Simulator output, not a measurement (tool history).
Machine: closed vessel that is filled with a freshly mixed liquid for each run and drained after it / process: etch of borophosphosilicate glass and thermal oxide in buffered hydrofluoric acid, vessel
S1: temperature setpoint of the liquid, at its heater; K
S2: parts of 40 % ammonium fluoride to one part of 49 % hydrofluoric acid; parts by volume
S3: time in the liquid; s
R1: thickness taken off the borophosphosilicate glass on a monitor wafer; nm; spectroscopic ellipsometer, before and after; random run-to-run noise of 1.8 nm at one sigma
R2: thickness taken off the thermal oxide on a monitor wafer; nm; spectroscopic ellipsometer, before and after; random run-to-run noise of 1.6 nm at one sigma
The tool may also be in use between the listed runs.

run,hour,S1,S2,S3,R1,R2
1,0,296.15,21,95,60.119,45.507
2,3,296.15,21,125,79.084,59.819
3,12,298.65,16.5,130,118.37,88.084
4,16.5,300.65,14,130,153.45,116.93
5,18.7,300.65,14,110,129.64,98.464
6,20,303.15,14,110,147.72,112.25

Expected results for the next run?
7,27.9,303.65,12,110,?,?

Logged for run 7: R1 176.11 nm, R2 133.88 nm.
